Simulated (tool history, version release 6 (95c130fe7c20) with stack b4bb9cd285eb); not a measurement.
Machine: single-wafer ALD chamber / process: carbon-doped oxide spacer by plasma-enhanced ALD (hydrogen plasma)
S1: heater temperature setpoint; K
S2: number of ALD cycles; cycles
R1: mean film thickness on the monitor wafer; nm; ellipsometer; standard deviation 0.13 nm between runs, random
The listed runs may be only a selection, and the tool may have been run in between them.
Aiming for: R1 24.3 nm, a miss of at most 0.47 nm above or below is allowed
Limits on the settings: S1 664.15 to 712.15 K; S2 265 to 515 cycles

Run 1, day 0: S1 688.15 K, S2 390 cycles. Result: R1 19.549 nm.
Run 2, day 0.233: S1 688.15 K, S2 419 cycles. Result: R1 21.039 nm.
Run 3, day 0.588: S1 699.15 K, S2 419 cycles. Result: R1 20.347 nm.
Run 4, day 0.958: S1 696.15 K, S2 428 cycles. Result: R1 21.131 nm.
Run 5, day 1.238: S1 696.15 K, S2 406 cycles. Result: R1 19.958 nm.
Run 6, day 1.404: S1 704.15 K, S2 406 cycles. Result: R1 19.801 nm.
Run 7, day 1.438: S1 703.15 K, S2 422 cycles. Result: R1 20.352 nm.
Run 8, day 1.683: S1 700.15 K, S2 433 cycles. Result: R1 21.034 nm.
Run 9, day 1.829: S1 698.15 K, S2 443 cycles. Result: R1 21.527 nm.
Run 10, day 1.992: S1 696.15 K, S2 452 cycles. Result: R1 22.133 nm.
Run 11, day 2.058: S1 695.15 K, S2 458 cycles. Result: R1 22.605 nm.
Run 12, day 2.392: S1 693.15 K, S2 462 cycles. Result: R1 22.757 nm.
Run 13, day 2.746: S1 692.15 K, S2 466 cycles. Result: R1 23.011 nm.

5 candidate next runs follow, results not yet known. Just one meets every target within its allowed miss. Identify it.
Run A, day 3.1: S1 698.15 K, S2 461 cycles. Result: R1 ?.
Run B, day 3.1: S1 687.15 K, S2 511 cycles. Result: R1 ?.
Run C, day 3.1: S1 684.15 K, S2 478 cycles. Result: R1 ?.
Run D, day 3.1: S1 682.15 K, S2 417 cycles. Result: R1 ?.
Run E, day 3.1: S1 694.15 K, S2 437 cycles. Result: R1 ?.

move      R1
   A  22.582
   B  25.813
   C  24.346
   D  21.355
   E  21.649
A: further off than the last run
B: pushes the last run's worst result past its target
C: all results in spec
D: further off than the last run
E: further off than the last run
The move that meets every target is C.
